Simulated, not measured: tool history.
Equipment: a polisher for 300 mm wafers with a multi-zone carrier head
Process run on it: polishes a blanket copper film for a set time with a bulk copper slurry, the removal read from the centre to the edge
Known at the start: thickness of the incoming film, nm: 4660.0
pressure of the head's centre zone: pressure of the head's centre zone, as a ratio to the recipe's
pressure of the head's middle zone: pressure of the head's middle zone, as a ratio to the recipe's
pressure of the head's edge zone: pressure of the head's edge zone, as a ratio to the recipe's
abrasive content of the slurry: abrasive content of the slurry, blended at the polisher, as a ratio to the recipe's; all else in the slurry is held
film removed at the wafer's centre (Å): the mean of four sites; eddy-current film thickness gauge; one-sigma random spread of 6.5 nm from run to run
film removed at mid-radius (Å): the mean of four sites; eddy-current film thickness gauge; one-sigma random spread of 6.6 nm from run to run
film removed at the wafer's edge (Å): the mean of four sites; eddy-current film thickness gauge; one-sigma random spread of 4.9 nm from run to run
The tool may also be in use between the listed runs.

run	hour	flow of slurry (ml/min)	pressure of the head's centre zone	pressure of the head's middle zone	pressure of the head's edge zone	abrasive content of the slurry	polishing time (s)	film removed at the wafer's centre (Å)	film removed at mid-radius (Å)	film removed at the wafer's edge (Å)
1	0	285	1	1	1	1	34	4284.2	4282.5	4333.7
2	8.3	285	1.06	1	1	1	34	4580.6	4461.5	4261.8
3	14.2	290	1.07	0.97	1.03	1.1	35	4810.4	4451.4	4547
4	15.2	330	1.07	0.97	1.03	1.1	35	4981.1	4573.6	4596.9
5	19.7	330	1.08	0.96	1.05	1.15	36	5277.5	4783.9	4796
6	20.5	325	1.08	0.94	1.07	1.2	37	5335.9	4809.7	5077.5
7	22.1	375	1.18	0.93	1.15	1.45	40	6722.5	5521.9	6017.6

What will run 8 give?
8	22.6	375	1.18	0.92	1.16	1.45	40	?	?	?

film removed at the wafer's centre (Å): 6633.4
film removed at mid-radius (Å): 5453.4
film removed at the wafer's edge (Å): 6009.9
